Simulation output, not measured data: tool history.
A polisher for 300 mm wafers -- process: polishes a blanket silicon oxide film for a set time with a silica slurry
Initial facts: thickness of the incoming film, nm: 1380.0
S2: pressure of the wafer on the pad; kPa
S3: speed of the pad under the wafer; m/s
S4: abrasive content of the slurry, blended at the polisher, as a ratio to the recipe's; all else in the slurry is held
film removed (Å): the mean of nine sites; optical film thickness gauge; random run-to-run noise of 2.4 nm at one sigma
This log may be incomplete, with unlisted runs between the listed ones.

run 1 hour=0 | flow_of_slurry_(ml/min)=300 S2=38.6 S3=1.28 S4=1 polishing_time_(s)=64 | film_removed_(Å)=2958
run 2 hour=3.2 | flow_of_slurry_(ml/min)=300 S2=48.3 S3=1.28 S4=1 polishing_time_(s)=64 | film_removed_(Å)=3365.7
run 3 hour=8.6 | flow_of_slurry_(ml/min)=300 S2=46.2 S3=1.28 S4=1 polishing_time_(s)=64 | film_removed_(Å)=3324.9
run 4 hour=12.9 | flow_of_slurry_(ml/min)=300 S2=46.2 S3=0.98 S4=1 polishing_time_(s)=64 | film_removed_(Å)=2759
run 5 hour=14.5 | flow_of_slurry_(ml/min)=300 S2=46.2 S3=0.98 S4=1 polishing_time_(s)=67 | film_removed_(Å)=2879.9
run 6 hour=15.1 | flow_of_slurry_(ml/min)=300 S2=46.2 S3=0.72 S4=1 polishing_time_(s)=67 | film_removed_(Å)=2235.6
run 7 hour=16.2 | flow_of_slurry_(ml/min)=300 S2=46.9 S3=0.72 S4=1 polishing_time_(s)=67 | film_removed_(Å)=2310.6
run 8 hour=21.3 | flow_of_slurry_(ml/min)=300 S2=47.6 S3=0.72 S4=1 polishing_time_(s)=67 | film_removed_(Å)=2316.2

Forecast run 9:
run 9 hour=30 | flow_of_slurry_(ml/min)=300 S2=48.3 S3=0.72 S4=1 polishing_time_(s)=67 | film_removed_(Å)=?

{"run 9": {"film removed (Å)": 2310.8}}
